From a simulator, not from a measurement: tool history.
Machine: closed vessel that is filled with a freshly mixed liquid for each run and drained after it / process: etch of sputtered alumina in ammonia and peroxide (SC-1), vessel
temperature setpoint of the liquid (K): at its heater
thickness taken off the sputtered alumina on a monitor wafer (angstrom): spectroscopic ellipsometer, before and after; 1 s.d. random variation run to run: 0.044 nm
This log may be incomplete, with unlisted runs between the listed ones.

| run | hour | temperature setpoint of the liquid (K) | parts of 29 % ammonia solution to one part of 30 % peroxide (parts by volume) | time in the liquid (s) | thickness taken off the sputtered alumina on a monitor wafer (angstrom) |
|---|---|---|---|---|---|
| 1 | 0.0 | 324.15 | 0.40 | 160 | 92.002 |
| 2 | 6.7 | 327.15 | 0.40 | 160 | 108.970 |
| 3 | 7.7 | 327.15 | 0.40 | 160 | 110.110 |
| 4 | 11.1 | 325.15 | 0.40 | 160 | 97.547 |
| 5 | 13.5 | 325.15 | 0.40 | 120 | 73.141 |
|  | 14.6 | thermometer replaced |
| 6 | 14.6 | 329.15 | 0.40 | 120 | 81.345 |
| 7 | 20.2 | 326.15 | 0.35 | 120 | 70.113 |
| 8 | 25.8 | 325.15 | 0.35 | 120 | 64.794 |

Expected results for the next run?
| 9 | 33.4 | 324.15 | 0.35 | 120 | ? |

{"run 9": {"thickness taken off the sputtered alumina on a monitor wafer (angstrom)": 62.039}}

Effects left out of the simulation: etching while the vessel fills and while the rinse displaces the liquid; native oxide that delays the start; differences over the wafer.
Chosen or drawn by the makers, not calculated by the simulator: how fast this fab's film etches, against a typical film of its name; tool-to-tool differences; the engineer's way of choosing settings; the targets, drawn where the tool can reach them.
